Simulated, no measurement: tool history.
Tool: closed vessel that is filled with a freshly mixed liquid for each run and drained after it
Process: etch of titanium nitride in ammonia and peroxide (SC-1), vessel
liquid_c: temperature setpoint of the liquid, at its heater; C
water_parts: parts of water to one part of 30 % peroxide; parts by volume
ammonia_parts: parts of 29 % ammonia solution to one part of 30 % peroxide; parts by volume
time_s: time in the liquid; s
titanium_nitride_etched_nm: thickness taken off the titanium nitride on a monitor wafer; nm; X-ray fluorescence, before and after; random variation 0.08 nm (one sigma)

run  hour  liquid_c  water_parts  ammonia_parts  time_s  titanium_nitride_etched_nm
  1   0.0      60.0         22.0           0.85      35                      4.4955
  2   5.3      60.0         22.0           0.85      35                      4.4866
  3  10.0      62.0         22.0           0.85      35                      5.1096
  4  11.2      63.5         21.5           0.85      35                      5.7792
  5  15.2      65.0         21.5           0.85      35                      6.3602
  6  22.9      65.0         24.5           0.85      35                      5.8586
  7  24.4      66.0         24.0           0.85      35                      6.2001

Forecast run 8:
  8  26.8      70.0         19.0           0.90      35                           ?

titanium_nitride_etched_nm: 9.3424 nm

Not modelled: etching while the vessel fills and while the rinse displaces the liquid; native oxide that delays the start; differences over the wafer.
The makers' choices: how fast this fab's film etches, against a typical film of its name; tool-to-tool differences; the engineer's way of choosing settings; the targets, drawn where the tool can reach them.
